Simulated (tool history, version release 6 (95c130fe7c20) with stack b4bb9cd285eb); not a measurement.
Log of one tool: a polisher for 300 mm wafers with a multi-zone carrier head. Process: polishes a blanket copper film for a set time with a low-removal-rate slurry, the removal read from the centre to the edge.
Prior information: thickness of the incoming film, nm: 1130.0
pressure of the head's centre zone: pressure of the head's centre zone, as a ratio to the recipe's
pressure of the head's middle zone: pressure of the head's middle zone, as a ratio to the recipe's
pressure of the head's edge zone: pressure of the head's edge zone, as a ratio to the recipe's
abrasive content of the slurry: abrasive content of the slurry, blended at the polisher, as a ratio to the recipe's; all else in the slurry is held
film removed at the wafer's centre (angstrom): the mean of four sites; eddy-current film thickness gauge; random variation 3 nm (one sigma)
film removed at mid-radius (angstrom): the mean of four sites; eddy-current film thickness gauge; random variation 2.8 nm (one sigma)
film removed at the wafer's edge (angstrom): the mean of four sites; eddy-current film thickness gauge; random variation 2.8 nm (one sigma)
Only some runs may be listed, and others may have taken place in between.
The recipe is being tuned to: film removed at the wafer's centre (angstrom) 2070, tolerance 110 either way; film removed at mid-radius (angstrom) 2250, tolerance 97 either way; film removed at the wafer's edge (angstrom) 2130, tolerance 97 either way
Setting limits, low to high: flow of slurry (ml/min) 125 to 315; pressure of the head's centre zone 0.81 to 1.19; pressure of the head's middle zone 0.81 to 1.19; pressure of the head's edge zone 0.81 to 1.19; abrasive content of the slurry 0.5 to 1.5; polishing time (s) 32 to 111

run,day,flow of slurry (ml/min),pressure of the head's centre zone,pressure of the head's middle zone,pressure of the head's edge zone,abrasive content of the slurry,polishing time (s),film removed at the wafer's centre (angstrom),film removed at mid-radius (angstrom),film removed at the wafer's edge (angstrom)
1,0,205,1,1,1,1,71,1558.7,1567.8,1526.3
2,0.083,205,1,1.01,1.01,1.05,73,1618.3,1645.4,1602.8
3,0.304,205,1,1.03,1.02,1.1,74,1691.9,1700.3,1690.8
4,0.658,210,1,1.05,1.02,1.15,75,1744.8,1774.5,1707.9
5,0.808,210,1,1.11,1.02,1.15,75,1738.7,1880.6,1665.5
6,1.075,185,1,1.11,1.02,1.15,75,1695.7,1859.1,1681.5
7,1.346,185,1,1.12,1.03,1.2,76,1755.3,1913.7,1770.2
8,1.65,185,1,1.13,1.04,1.25,77,1784.9,1974.8,1772.7
9,1.758,185,1,1.13,1.05,1.3,78,1786,1973.2,1850.7
10,2.075,185,1.01,1.14,1.06,1.35,79,1855,2051.9,1912.1
11,2.271,185,1.02,1.15,1.07,1.35,79,1878.1,2033.1,1912.9
12,2.567,185,1.02,1.16,1.07,1.35,80,1921,2083.6,1911.4
13,2.775,185,1.02,1.16,1.07,1.35,81,1927.6,2102.6,1893.8
14,3.104,185,1.02,1.16,1.07,1.35,82,1958,2206,1970
15,3.462,185,1.03,1.15,1.09,1.45,83,2057.4,2196.9,1959.2

5 candidate next runs follow, results not yet known. Just one meets every target within its allowed miss. Identify it.
A,3.821,315,0.96,1.19,0.85,1.5,86,?,?,?
B,3.821,235,1.08,1.17,0.91,1.45,79,?,?,?
C,3.821,230,1.03,1.16,1.03,1.4,82,?,?,?
D,3.821,245,0.85,1.19,0.84,1.5,86,?,?,?
E,3.821,170,0.97,1.07,1,1.5,92,?,?,?

move,film removed at the wafer's centre (angstrom),film removed at mid-radius (angstrom),film removed at the wafer's edge (angstrom)
A,2062,2491.5,1931.4
B,2054,2177.9,1781.3
C,2013.7,2223.9,1944.8
D,1776.7,2435.2,1888
E,2080.3,2288.7,2134
A: the biggest miss grows against the last run
B: the biggest miss grows against the last run
C: the biggest miss grows against the last run
D: the biggest miss grows against the last run
E: every result within its allowed miss
So the answer is move E, the one that meets all the targets.
